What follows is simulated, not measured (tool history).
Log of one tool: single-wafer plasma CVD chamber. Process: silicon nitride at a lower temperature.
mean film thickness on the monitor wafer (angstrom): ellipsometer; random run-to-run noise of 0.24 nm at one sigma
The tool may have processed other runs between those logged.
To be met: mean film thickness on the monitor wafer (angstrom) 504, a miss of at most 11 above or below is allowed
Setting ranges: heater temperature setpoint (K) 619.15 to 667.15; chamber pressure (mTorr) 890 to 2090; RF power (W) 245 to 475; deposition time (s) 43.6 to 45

run  hour  heater temperature setpoint (K)  chamber pressure (mTorr)  RF power (W)  deposition time (s)  mean film thickness on the monitor wafer (angstrom)
  1     0                           643.15                      1490           360                 43.6                                               555.66
  2   2.5                           635.15                      1490           360                 43.6                                               557.78
  3   5.7                           635.15                      1490           390                 43.6                                               579.95
  4  11.6                           640.15                      1490           390                 43.6                                                585.3
  5  13.5                           636.15                      1490           390                 43.6                                               585.93
  6    16                           647.15                      1490           390                 43.6                                               585.11
  7  24.3                           647.15                      1410           380                 43.6                                               566.74
  8  32.3                           647.15                      1340           375                 43.6                                               549.27
  9  39.7                           647.15                      1290           375                 43.6                                               548.36
 10  42.1                           647.15                      1240           370                 43.6                                               532.35

Which single option among these 4 for the next run brings every result within its allowed miss of target? Just one does.
  A  44.5                           641.15                      1000           365                 43.6                                                    ?
  B  44.5                           643.15                      1260           350                   45                                                    ?
  C  44.5                           650.15                      1280           375                 44.3                                                    ?
  D  44.5                           650.15                      1330           360                   45                                                    ?

move  mean film thickness on the monitor wafer (angstrom)
   A                                               510.42
   B                                               540.86
   C                                               558.16
   D                                               556.84
A: every result within its allowed miss
B: the biggest miss grows against the last run
C: the biggest miss grows against the last run
D: the biggest miss grows against the last run
Go with A: it meets all targets.
